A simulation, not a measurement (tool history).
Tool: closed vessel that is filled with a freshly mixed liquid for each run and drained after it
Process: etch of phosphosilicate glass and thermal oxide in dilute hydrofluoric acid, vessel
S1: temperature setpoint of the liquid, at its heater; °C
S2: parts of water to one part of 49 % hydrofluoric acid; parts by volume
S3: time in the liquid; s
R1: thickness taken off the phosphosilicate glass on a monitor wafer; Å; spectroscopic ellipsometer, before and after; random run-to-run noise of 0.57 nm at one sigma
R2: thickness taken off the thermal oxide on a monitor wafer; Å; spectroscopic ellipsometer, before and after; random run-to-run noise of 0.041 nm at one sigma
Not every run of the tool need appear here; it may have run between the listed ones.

Run 1, hour 0: S1 22 °C, S2 105 parts by volume, S3 60 s. Result: R1 578.44 Å, R2 23.768 Å.
Run 2, hour 2.9: S1 22 °C, S2 125 parts by volume, S3 60 s. Result: R1 470.1 Å, R2 19.794 Å.
Run 3, hour 9.9: S1 24.5 °C, S2 120 parts by volume, S3 60 s. Result: R1 548.19 Å, R2 22.724 Å.
Run 4, hour 11.5: S1 24.5 °C, S2 120 parts by volume, S3 40 s. Result: R1 366.93 Å, R2 15.366 Å.
Run 5, hour 16.3: S1 24.5 °C, S2 120 parts by volume, S3 55 s. Result: R1 507.3 Å, R2 20.367 Å.
Run 6, hour 23.3: S1 25 °C, S2 110 parts by volume, S3 55 s. Result: R1 568.63 Å, R2 23.032 Å.
Run 7, hour 30.2: S1 26 °C, S2 105 parts by volume, S3 55 s. Result: R1 615.88 Å, R2 25.709 Å.

Run 8, settings as shown, results not yet in. Your forecast:
Run 8, hour 32.8: S1 27 °C, S2 105 parts by volume, S3 55 s. Result: R1 ?, R2 ?.

R1: 637.52 Å
R2: 26.761 Å
